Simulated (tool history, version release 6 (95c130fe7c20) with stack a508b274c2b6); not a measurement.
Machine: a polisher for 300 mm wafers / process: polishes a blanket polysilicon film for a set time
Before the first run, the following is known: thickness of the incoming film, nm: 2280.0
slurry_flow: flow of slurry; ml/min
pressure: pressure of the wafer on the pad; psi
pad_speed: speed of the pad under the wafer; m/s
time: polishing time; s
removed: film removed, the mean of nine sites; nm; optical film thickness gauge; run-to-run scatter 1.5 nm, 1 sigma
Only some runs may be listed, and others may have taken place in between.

run 1 hour=0.0 | slurry_flow=180 pressure=2.9 pad_speed=0.98 time=37 | removed=245.85
run 2 hour=4.6 | slurry_flow=180 pressure=2.7 pad_speed=0.98 time=37 | removed=229.24
run 3 hour=9.5 | slurry_flow=180 pressure=2.6 pad_speed=0.98 time=37 | removed=219.62
run 4 hour=17.2 | slurry_flow=180 pressure=2.6 pad_speed=1.12 time=37 | removed=251.72
run 5 hour=25.6 | slurry_flow=180 pressure=2.1 pad_speed=1.12 time=37 | removed=202.21
run 6 hour=27.2 | slurry_flow=180 pressure=2.0 pad_speed=1.12 time=37 | removed=195.03
run 7 hour=34.0 | slurry_flow=180 pressure=1.9 pad_speed=1.12 time=37 | removed=186.41
run 8 hour=39.4 | slurry_flow=165 pressure=1.4 pad_speed=1.12 time=37 | removed=134.48
run 9 hour=47.1 | slurry_flow=165 pressure=1.4 pad_speed=1.12 time=37 | removed=135.63
run 10 hour=50.4 | slurry_flow=170 pressure=1.4 pad_speed=1.12 time=37 | removed=137.43
run 11 hour=58.2 | slurry_flow=170 pressure=1.4 pad_speed=1.12 time=37 | removed=139.24

Predict the results of run 12:
run 12 hour=67.1 | slurry_flow=175 pressure=1.4 pad_speed=1.12 time=37 | removed=?

removed: 136.41 nm
